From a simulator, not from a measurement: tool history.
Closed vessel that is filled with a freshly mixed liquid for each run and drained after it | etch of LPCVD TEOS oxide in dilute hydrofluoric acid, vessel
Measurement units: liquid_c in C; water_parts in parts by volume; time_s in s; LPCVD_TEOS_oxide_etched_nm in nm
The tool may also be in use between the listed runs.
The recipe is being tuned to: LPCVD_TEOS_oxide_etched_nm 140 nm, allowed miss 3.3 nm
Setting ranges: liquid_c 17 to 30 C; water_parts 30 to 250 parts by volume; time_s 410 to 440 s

{"run": 1, "hour": 0.0, "liquid_c": 22, "water_parts": 140, "time_s": 410, "LPCVD_TEOS_oxide_etched_nm": 89.924}
{"run": 2, "hour": 2.8, "liquid_c": 22, "water_parts": 110, "time_s": 410, "LPCVD_TEOS_oxide_etched_nm": 117.63}
{"run": 3, "hour": 10.3, "liquid_c": 22, "water_parts": 60, "time_s": 410, "LPCVD_TEOS_oxide_etched_nm": 226.54}
{"run": 4, "hour": 18.2, "liquid_c": 20.5, "water_parts": 70, "time_s": 410, "LPCVD_TEOS_oxide_etched_nm": 180.29}
{"run": 5, "hour": 22.9, "liquid_c": 20.5, "water_parts": 110, "time_s": 410, "LPCVD_TEOS_oxide_etched_nm": 109.22}
{"run": 6, "hour": 26.3, "liquid_c": 20.5, "water_parts": 110, "time_s": 410, "LPCVD_TEOS_oxide_etched_nm": 111.19}
{"run": 7, "hour": 34.3, "liquid_c": 21.5, "water_parts": 110, "time_s": 410, "LPCVD_TEOS_oxide_etched_nm": 116.16}
{"run": 8, "hour": 42.3, "liquid_c": 25.5, "water_parts": 110, "time_s": 410, "LPCVD_TEOS_oxide_etched_nm": 133.54}

Next run, 4 choices. One meets every target within its allowed miss, the rest don't. Which?
{"run": "A", "hour": 50.3, "liquid_c": 24, "water_parts": 115, "time_s": 440, "LPCVD_TEOS_oxide_etched_nm": "?"}
{"run": "B", "hour": 50.3, "liquid_c": 26, "water_parts": 120, "time_s": 430, "LPCVD_TEOS_oxide_etched_nm": "?"}
{"run": "C", "hour": 50.3, "liquid_c": 26, "water_parts": 115, "time_s": 435, "LPCVD_TEOS_oxide_etched_nm": "?"}
{"run": "D", "hour": 50.3, "liquid_c": 24, "water_parts": 110, "time_s": 410, "LPCVD_TEOS_oxide_etched_nm": "?"}

move=A LPCVD_TEOS_oxide_etched_nm=129.31
move=B LPCVD_TEOS_oxide_etched_nm=130.3
move=C LPCVD_TEOS_oxide_etched_nm=138.37
move=D LPCVD_TEOS_oxide_etched_nm=126.7
A: its largest miss is bigger than the last run's
B: its largest miss is bigger than the last run's
C: each result inside its tolerance
D: its largest miss is bigger than the last run's
Go with C: it meets all targets.

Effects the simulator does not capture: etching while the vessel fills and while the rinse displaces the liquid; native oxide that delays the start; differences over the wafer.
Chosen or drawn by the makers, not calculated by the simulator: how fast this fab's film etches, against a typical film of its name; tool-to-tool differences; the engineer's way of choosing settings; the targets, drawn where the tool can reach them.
